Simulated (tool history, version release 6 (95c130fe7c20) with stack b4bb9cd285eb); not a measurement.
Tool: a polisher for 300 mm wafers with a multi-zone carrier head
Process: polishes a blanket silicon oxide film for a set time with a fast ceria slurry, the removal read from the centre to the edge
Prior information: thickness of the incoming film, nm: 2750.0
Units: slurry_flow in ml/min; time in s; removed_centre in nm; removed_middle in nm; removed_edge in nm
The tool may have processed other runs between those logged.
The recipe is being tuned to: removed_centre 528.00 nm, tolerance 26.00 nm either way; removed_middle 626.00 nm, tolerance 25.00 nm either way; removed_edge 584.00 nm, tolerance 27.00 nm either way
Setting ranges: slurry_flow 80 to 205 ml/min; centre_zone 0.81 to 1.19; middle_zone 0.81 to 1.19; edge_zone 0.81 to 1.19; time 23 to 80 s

run	day	slurry_flow	centre_zone	middle_zone	edge_zone	time	removed_centre	removed_middle	removed_edge
1	0.000	135	1.00	1.00	1.00	51	804.47	822.67	882.44
2	0.075	125	1.00	1.00	1.00	51	791.78	801.68	845.71
3	0.362	150	1.00	1.00	1.00	51	832.61	862.81	898.09
4	0.404	150	1.00	1.00	1.00	59	950.10	974.24	1036.10
5	0.708	150	1.00	1.00	1.00	52	831.37	858.52	901.54
6	1.004	150	1.00	1.00	1.06	52	824.02	848.80	941.15
7	1.317	120	0.90	1.02	0.96	38	513.89	603.76	626.12
8	1.596	120	0.90	1.03	0.95	38	518.02	594.42	607.40
9	1.875	120	0.90	1.04	0.95	38	517.69	601.94	637.46
10	2.071	125	0.89	1.03	0.93	38	519.44	606.13	624.66
11	2.312	125	0.89	1.04	0.92	38	519.35	621.72	616.43
12	2.388	125	0.89	1.04	0.91	38	521.33	609.03	614.20
13	2.504	125	0.89	1.05	0.90	38	518.12	624.39	621.37

Below are 5 possible settings for the next run. Only one of them brings all results inside the allowed miss of their targets. Which is it?
A	2.621	115	0.90	1.04	0.92	39	?	?	?
B	2.621	120	0.99	0.91	0.94	40	?	?	?
C	2.621	100	0.86	1.02	1.02	39	?	?	?
D	2.621	110	0.94	1.11	0.86	38	?	?	?
E	2.621	175	1.10	1.08	0.83	31	?	?	?

move	removed_centre	removed_middle	removed_edge
A	528.55	622.71	618.18
B	605.03	577.81	646.80
C	479.47	586.28	631.51
D	529.91	632.74	578.46
E	583.18	569.38	504.29
A: moves toward the targets from the last run without getting all of them in spec
B: lands further from the targets than the last run did
C: lands further from the targets than the last run did
D: hits every target within its allowed miss
E: moves the result that the last run missed by most past its target, out the other side
The right move is D.
